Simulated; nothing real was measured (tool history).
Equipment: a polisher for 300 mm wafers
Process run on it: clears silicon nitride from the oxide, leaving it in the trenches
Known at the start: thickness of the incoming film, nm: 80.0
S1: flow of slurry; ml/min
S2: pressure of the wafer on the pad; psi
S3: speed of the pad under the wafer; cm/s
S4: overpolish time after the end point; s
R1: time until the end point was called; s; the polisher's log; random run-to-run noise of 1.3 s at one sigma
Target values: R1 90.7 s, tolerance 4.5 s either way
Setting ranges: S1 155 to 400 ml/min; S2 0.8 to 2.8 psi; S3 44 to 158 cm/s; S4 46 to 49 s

Run 1, day 0: S1 255 ml/min, S2 1.8 psi, S3 100 cm/s, S4 46 s. Result: R1 134.43 s.
Run 2, day 0.058: S1 255 ml/min, S2 1.5 psi, S3 100 cm/s, S4 46 s. Result: R1 159.03 s.
Run 3, day 0.308: S1 255 ml/min, S2 1.8 psi, S3 102 cm/s, S4 46 s. Result: R1 132.62 s.
Run 4, day 0.362: S1 255 ml/min, S2 1.8 psi, S3 102 cm/s, S4 49 s. Result: R1 132.5 s.
Run 5, day 0.392: S1 255 ml/min, S2 1.8 psi, S3 126 cm/s, S4 49 s. Result: R1 110.52 s.
Run 6, day 0.629: S1 255 ml/min, S2 1.8 psi, S3 112 cm/s, S4 49 s. Result: R1 121.39 s.
Run 7, day 0.875: S1 255 ml/min, S2 1.8 psi, S3 112 cm/s, S4 49 s. Result: R1 118.79 s.
Run 8, day 0.983: S1 255 ml/min, S2 1.9 psi, S3 112 cm/s, S4 49 s. Result: R1 115.67 s.

Of the 4 settings listed for the next run, only one would bring every result within its allowed miss of target. Which one?
Run A, day 1.092: S1 225 ml/min, S2 2.3 psi, S3 132 cm/s, S4 48 s. Result: R1 ?.
Run B, day 1.092: S1 230 ml/min, S2 2.5 psi, S3 114 cm/s, S4 46 s. Result: R1 ?.
Run C, day 1.092: S1 310 ml/min, S2 1.5 psi, S3 148 cm/s, S4 46 s. Result: R1 ?.
Run D, day 1.092: S1 210 ml/min, S2 2.2 psi, S3 140 cm/s, S4 46 s. Result: R1 ?.

move      R1
   A  84.348
   B  90.012
   C  107.06
   D  83.475
A: carries the result that was furthest off beyond its target, to the other side
B: in spec on every target
C: nearer the targets than the last run, but a result is still out of spec
D: carries the result that was furthest off beyond its target, to the other side
Correct choice: B, which meets every target
